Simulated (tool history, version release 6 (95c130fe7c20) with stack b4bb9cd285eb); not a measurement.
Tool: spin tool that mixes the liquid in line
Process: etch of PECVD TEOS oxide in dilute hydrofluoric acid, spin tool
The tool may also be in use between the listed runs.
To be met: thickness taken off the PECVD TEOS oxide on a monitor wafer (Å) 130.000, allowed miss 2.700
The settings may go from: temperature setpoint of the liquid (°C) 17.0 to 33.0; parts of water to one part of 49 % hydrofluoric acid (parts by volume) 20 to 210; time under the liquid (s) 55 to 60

run	hour	temperature setpoint of the liquid (°C)	parts of water to one part of 49 % hydrofluoric acid (parts by volume)	time under the liquid (s)	thickness taken off the PECVD TEOS oxide on a monitor wafer (Å)
1	0.0	25.0	115	55	65.281
2	5.4	25.0	155	55	46.111
3	14.3	26.0	145	55	51.432
4	16.9	26.0	125	55	61.969
5	25.8	26.0	125	55	62.168
6	34.4	26.0	125	55	61.289
7	40.0	27.0	115	55	70.751
8	41.6	28.0	110	55	76.341
9	45.0	32.0	65	55	161.230
10	48.8	31.5	65	55	158.410
11	55.2	31.0	65	55	155.670
12	63.7	30.5	65	55	151.920
13	68.5	30.0	65	55	149.790

Which of these 5 next moves meets every target?
A	73.3	29.0	75	55	?
B	73.3	27.5	65	55	?
C	73.3	32.0	90	60	?
D	73.3	33.0	70	60	?
E	73.3	32.5	80	55	?

move	thickness taken off the PECVD TEOS oxide on a monitor wafer (Å)
A	123.550
B	136.370
C	123.100
D	169.460
E	131.320
A: takes the result that was furthest off past its target
B: nearer than the last run, and not there yet
C: takes the result that was furthest off past its target
D: further off than the last run
E: meets every target
Move E is the one to make.
